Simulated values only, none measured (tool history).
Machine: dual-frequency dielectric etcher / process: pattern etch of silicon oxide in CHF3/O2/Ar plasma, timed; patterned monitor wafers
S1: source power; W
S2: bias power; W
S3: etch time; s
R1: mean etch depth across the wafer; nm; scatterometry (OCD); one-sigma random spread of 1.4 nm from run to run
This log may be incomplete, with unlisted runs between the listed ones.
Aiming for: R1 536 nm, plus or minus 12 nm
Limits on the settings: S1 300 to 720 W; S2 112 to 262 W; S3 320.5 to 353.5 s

{"run": 1, "hour": 0.0, "S1": 510, "S2": 187, "S3": 353.5, "R1": 686.33}
{"run": 2, "hour": 5.9, "S1": 470, "S2": 176, "S3": 350, "R1": 636.25}
{"run": 3, "hour": 8.7, "S1": 440, "S2": 174, "S3": 349.5, "R1": 611.53}
{"run": 4, "hour": 13.1, "S1": 420, "S2": 173, "S3": 349.5, "R1": 598.26}
{"run": 5, "hour": 16.4, "S1": 400, "S2": 172, "S3": 349.5, "R1": 579.21}
{"run": 6, "hour": 25.2, "S1": 470, "S2": 172, "S3": 349.5, "R1": 632.51}
{"run": 7, "hour": 30.7, "S1": 440, "S2": 170, "S3": 349, "R1": 605.05}
{"run": 8, "hour": 39.0, "S1": 420, "S2": 169, "S3": 349, "R1": 588.76}
{"run": 9, "hour": 46.7, "S1": 400, "S2": 168, "S3": 349, "R1": 574.52}
{"run": 10, "hour": 53.7, "S1": 390, "S2": 167, "S3": 349, "R1": 564.03}
{"run": 11, "hour": 58.7, "S1": 380, "S2": 167, "S3": 349, "R1": 559}
{"run": 12, "hour": 64.8, "S1": 370, "S2": 167, "S3": 349, "R1": 546.3}

Which one of the following 4 next-run settings gets every result inside its allowed miss? There is exactly one.
{"run": "A", "hour": 70.9, "S1": 420, "S2": 156, "S3": 346, "R1": "?"}
{"run": "B", "hour": 70.9, "S1": 340, "S2": 158, "S3": 344.5, "R1": "?"}
{"run": "C", "hour": 70.9, "S1": 380, "S2": 166, "S3": 338.5, "R1": "?"}
{"run": "D", "hour": 70.9, "S1": 420, "S2": 164, "S3": 346, "R1": "?"}

move=A R1=569
move=B R1=505.55
move=C R1=538.32
move=D R1=578.66
A: misses by more than the last run did
B: takes the result that was furthest off past its target
C: in spec on every target
D: misses by more than the last run did
Go with C: it meets all targets.

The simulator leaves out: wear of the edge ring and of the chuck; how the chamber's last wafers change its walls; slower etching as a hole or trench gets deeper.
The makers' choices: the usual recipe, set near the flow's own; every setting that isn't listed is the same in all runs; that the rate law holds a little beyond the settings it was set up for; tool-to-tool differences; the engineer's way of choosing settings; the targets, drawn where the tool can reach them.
